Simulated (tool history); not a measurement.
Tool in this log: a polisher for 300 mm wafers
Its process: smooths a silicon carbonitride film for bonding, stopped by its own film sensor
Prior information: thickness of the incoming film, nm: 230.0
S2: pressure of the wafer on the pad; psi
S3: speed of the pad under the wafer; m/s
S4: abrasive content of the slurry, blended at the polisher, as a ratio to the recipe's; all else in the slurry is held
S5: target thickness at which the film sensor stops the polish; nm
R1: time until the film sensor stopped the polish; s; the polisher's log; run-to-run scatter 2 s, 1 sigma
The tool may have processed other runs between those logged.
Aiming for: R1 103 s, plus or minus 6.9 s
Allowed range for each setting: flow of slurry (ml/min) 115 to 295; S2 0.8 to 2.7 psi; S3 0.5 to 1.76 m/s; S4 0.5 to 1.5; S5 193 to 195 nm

run 1 day=0 | flow_of_slurry_(ml/min)=190 S2=1.7 S3=1.12 S4=1 S5=195 | R1=193.44
run 2 day=0.333 | flow_of_slurry_(ml/min)=190 S2=2 S3=1.16 S4=1 S5=195 | R1=163.6
run 3 day=0.596 | flow_of_slurry_(ml/min)=190 S2=2 S3=1.32 S4=1 S5=195 | R1=151.92
run 4 day=0.929 | flow_of_slurry_(ml/min)=190 S2=2.2 S3=1.36 S4=1 S5=195 | R1=134.69
run 5 day=1 | flow_of_slurry_(ml/min)=190 S2=2.3 S3=1.38 S4=1 S5=195 | R1=125.52
run 6 day=1.3 | flow_of_slurry_(ml/min)=225 S2=2.3 S3=1.38 S4=1 S5=195 | R1=125.4
run 7 day=1.492 | flow_of_slurry_(ml/min)=225 S2=2.4 S3=1.4 S4=1 S5=195 | R1=122.58
run 8 day=1.842 | flow_of_slurry_(ml/min)=225 S2=2.4 S3=1.4 S4=1 S5=195 | R1=123.09
run 9 day=2.171 | flow_of_slurry_(ml/min)=225 S2=2.5 S3=1.44 S4=1 S5=195 | R1=114.04

4 next moves are on the table. One of them brings every result within its allowed miss. Which?
run A day=2.5 | flow_of_slurry_(ml/min)=215 S2=2.7 S3=1.24 S4=1 S5=193 | R1=?
run B day=2.5 | flow_of_slurry_(ml/min)=275 S2=2.3 S3=1.42 S4=1.05 S5=193 | R1=?
run C day=2.5 | flow_of_slurry_(ml/min)=175 S2=2.1 S3=1.2 S4=1.35 S5=195 | R1=?
run D day=2.5 | flow_of_slurry_(ml/min)=295 S2=2.6 S3=1.56 S4=1 S5=194 | R1=?

move=A R1=116.36
move=B R1=119.23
move=C R1=129.6
move=D R1=98.749
A: its largest miss is bigger than the last run's
B: its largest miss is bigger than the last run's
C: its largest miss is bigger than the last run's
D: in spec on every target
D is the move that brings every result within its allowed miss.
